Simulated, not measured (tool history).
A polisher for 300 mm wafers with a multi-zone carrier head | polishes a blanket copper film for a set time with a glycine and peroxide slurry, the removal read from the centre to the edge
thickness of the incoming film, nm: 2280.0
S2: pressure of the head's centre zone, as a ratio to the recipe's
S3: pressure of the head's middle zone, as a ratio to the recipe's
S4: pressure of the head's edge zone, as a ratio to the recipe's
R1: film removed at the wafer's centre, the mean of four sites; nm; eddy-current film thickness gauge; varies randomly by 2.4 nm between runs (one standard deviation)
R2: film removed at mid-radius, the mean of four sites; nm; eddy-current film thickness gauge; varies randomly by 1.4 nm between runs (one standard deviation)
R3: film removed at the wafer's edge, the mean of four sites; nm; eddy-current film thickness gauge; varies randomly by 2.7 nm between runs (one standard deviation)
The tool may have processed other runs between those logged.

Run 1, hour 0: flow of slurry (ml/min) 260, S2 1, S3 1, S4 1, polishing time (s) 41. Result: R1 270.64 nm, R2 275.61 nm, R3 265.32 nm.
Run 2, hour 2.1: flow of slurry (ml/min) 225, S2 1, S3 1, S4 1, polishing time (s) 41. Result: R1 269.15 nm, R2 269.91 nm, R3 271.16 nm.
Run 3, hour 7.2: flow of slurry (ml/min) 190, S2 1, S3 1, S4 1, polishing time (s) 41. Result: R1 262.96 nm, R2 266.63 nm, R3 260.88 nm.
Run 4, hour 14.6: flow of slurry (ml/min) 185, S2 0.98, S3 0.99, S4 0.97, polishing time (s) 40. Result: R1 243.64 nm, R2 251.96 nm, R3 255.61 nm.
Run 5, hour 17.5: flow of slurry (ml/min) 195, S2 0.98, S3 1, S4 0.95, polishing time (s) 39. Result: R1 244.59 nm, R2 255.24 nm, R3 242.04 nm.
Run 6, hour 18.7: flow of slurry (ml/min) 195, S2 0.98, S3 1, S4 0.95, polishing time (s) 32. Result: R1 200.93 nm, R2 208.94 nm, R3 197.4 nm.
Run 7, hour 24.2: flow of slurry (ml/min) 195, S2 0.98, S3 1, S4 0.95, polishing time (s) 32. Result: R1 200.68 nm, R2 206.72 nm, R3 198.35 nm.

Expected results for the next run?
Run 8, hour 27.6: flow of slurry (ml/min) 210, S2 0.98, S3 1.01, S4 0.97, polishing time (s) 32. Result: R1 ?, R2 ?, R3 ?.

For run 8 the tool returned R1 199.27 nm, R2 211.01 nm, R3 205.36 nm.

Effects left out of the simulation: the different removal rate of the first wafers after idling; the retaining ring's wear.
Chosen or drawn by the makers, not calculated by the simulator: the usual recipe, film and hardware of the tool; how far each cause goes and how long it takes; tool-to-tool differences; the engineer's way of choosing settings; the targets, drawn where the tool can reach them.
